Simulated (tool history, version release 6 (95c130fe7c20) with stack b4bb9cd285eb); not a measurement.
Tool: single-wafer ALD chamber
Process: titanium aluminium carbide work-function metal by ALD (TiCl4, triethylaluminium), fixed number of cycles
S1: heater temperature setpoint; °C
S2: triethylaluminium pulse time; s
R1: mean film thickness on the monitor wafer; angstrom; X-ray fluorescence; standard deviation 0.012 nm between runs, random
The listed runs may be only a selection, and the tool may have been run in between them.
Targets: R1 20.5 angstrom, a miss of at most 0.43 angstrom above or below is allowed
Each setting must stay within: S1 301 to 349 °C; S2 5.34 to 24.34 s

run 1 hour=0 | S1=325 S2=14.84 | R1=22.619
run 2 hour=2.2 | S1=322 S2=14.6 | R1=22.13
run 3 hour=7.5 | S1=320 S2=14.47 | R1=21.993
run 4 hour=15 | S1=318 S2=14.33 | R1=21.843
run 5 hour=18.5 | S1=316 S2=14.18 | R1=21.737
run 6 hour=20.7 | S1=309 S2=14.18 | R1=20.791
run 7 hour=24.5 | S1=309 S2=14.17 | R1=21.19
run 8 hour=33.1 | S1=308 S2=13.99 | R1=20.762
run 9 hour=41.4 | S1=308 S2=13.96 | R1=21.022

Which one of the following 4 next-run settings gets every result inside its allowed miss? There is exactly one.
run A hour=49.7 | S1=310 S2=16.98 | R1=?
run B hour=49.7 | S1=302 S2=14.09 | R1=?
run C hour=49.7 | S1=312 S2=14.81 | R1=?
run D hour=49.7 | S1=318 S2=12.26 | R1=?

move=A R1=21.031
move=B R1=20.259
move=C R1=21.139
move=D R1=21.494
A: neither nearer nor further off than the last run
B: in spec on every target
C: further off than the last run
D: further off than the last run
Correct choice: B, which meets every target
